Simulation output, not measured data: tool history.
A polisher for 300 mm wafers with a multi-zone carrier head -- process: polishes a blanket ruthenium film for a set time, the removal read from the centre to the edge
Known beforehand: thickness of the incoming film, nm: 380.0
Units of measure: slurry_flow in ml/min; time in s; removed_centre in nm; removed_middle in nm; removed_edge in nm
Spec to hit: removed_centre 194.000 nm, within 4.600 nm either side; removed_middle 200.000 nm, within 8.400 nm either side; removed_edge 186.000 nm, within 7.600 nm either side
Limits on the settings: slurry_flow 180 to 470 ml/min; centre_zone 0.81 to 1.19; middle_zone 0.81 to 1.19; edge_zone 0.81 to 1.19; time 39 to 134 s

{"run": 1, "hour": 0.0, "slurry_flow": 300, "centre_zone": 1.0, "middle_zone": 1.0, "edge_zone": 1.0, "time": 86, "removed_centre": 115.49, "removed_middle": 120.92, "removed_edge": 121.16}
{"run": 2, "hour": 4.9, "slurry_flow": 350, "centre_zone": 1.0, "middle_zone": 1.0, "edge_zone": 1.0, "time": 86, "removed_centre": 118.12, "removed_middle": 119.62, "removed_edge": 123.7}
{"run": 3, "hour": 6.1, "slurry_flow": 350, "centre_zone": 1.0, "middle_zone": 1.0, "edge_zone": 0.93, "time": 86, "removed_centre": 118.76, "removed_middle": 119.76, "removed_edge": 120.6}
{"run": 4, "hour": 9.7, "slurry_flow": 315, "centre_zone": 1.0, "middle_zone": 1.0, "edge_zone": 0.93, "time": 86, "removed_centre": 116.36, "removed_middle": 123.01, "removed_edge": 116.76}
{"run": 5, "hour": 13.3, "slurry_flow": 315, "centre_zone": 1.0, "middle_zone": 1.0, "edge_zone": 0.93, "time": 70, "removed_centre": 94.52, "removed_middle": 96.594, "removed_edge": 98.376}
{"run": 6, "hour": 16.5, "slurry_flow": 315, "centre_zone": 1.03, "middle_zone": 1.0, "edge_zone": 0.93, "time": 70, "removed_centre": 96.554, "removed_middle": 97.824, "removed_edge": 96.689}
{"run": 7, "hour": 23.6, "slurry_flow": 365, "centre_zone": 1.13, "middle_zone": 1.1, "edge_zone": 1.03, "time": 94, "removed_centre": 145.45, "removed_middle": 142.25, "removed_edge": 138.57}
{"run": 8, "hour": 24.1, "slurry_flow": 365, "centre_zone": 1.13, "middle_zone": 1.12, "edge_zone": 1.04, "time": 101, "removed_centre": 155.09, "removed_middle": 157.67, "removed_edge": 143.79}
{"run": 9, "hour": 32.1, "slurry_flow": 375, "centre_zone": 1.13, "middle_zone": 1.13, "edge_zone": 1.08, "time": 106, "removed_centre": 164.24, "removed_middle": 166.45, "removed_edge": 159.57}
{"hour": 33.7, "done": "slurry nozzle cleaned"}
{"run": 10, "hour": 33.7, "slurry_flow": 380, "centre_zone": 1.14, "middle_zone": 1.14, "edge_zone": 1.09, "time": 110, "removed_centre": 180.73, "removed_middle": 182.61, "removed_edge": 167.3}
{"run": 11, "hour": 40.3, "slurry_flow": 380, "centre_zone": 1.14, "middle_zone": 1.14, "edge_zone": 1.09, "time": 110, "removed_centre": 180.75, "removed_middle": 185.02, "removed_edge": 170.16}
{"run": 12, "hour": 41.2, "slurry_flow": 395, "centre_zone": 1.15, "middle_zone": 1.15, "edge_zone": 1.11, "time": 110, "removed_centre": 183.26, "removed_middle": 183.8, "removed_edge": 171.27}

Of the 4 settings listed for the next run, only one would bring every result within its allowed miss of target. Which one?
{"run": "A", "hour": 42.1, "slurry_flow": 360, "centre_zone": 1.15, "middle_zone": 1.12, "edge_zone": 1.06, "time": 123, "removed_centre": "?", "removed_middle": "?", "removed_edge": "?"}
{"run": "B", "hour": 42.1, "slurry_flow": 440, "centre_zone": 1.08, "middle_zone": 1.1, "edge_zone": 1.04, "time": 122, "removed_centre": "?", "removed_middle": "?", "removed_edge": "?"}
{"run": "C", "hour": 42.1, "slurry_flow": 440, "centre_zone": 1.05, "middle_zone": 1.17, "edge_zone": 1.19, "time": 117, "removed_centre": "?", "removed_middle": "?", "removed_edge": "?"}
{"run": "D", "hour": 42.1, "slurry_flow": 385, "centre_zone": 1.16, "middle_zone": 1.13, "edge_zone": 1.07, "time": 122, "removed_centre": "?", "removed_middle": "?", "removed_edge": "?"}

move=A removed_centre=205.160 removed_middle=201.500 removed_edge=191.220
move=B removed_centre=194.070 removed_middle=199.750 removed_edge=190.260
move=C removed_centre=181.000 removed_middle=201.990 removed_edge=193.730
move=D removed_centre=206.460 removed_middle=202.420 removed_edge=191.190
A: moves the result that the last run missed by most past its target, out the other side
B: all results land within tolerance of their targets
C: the biggest miss grows against the last run
D: moves the result that the last run missed by most past its target, out the other side
Correct choice: B, which meets every target
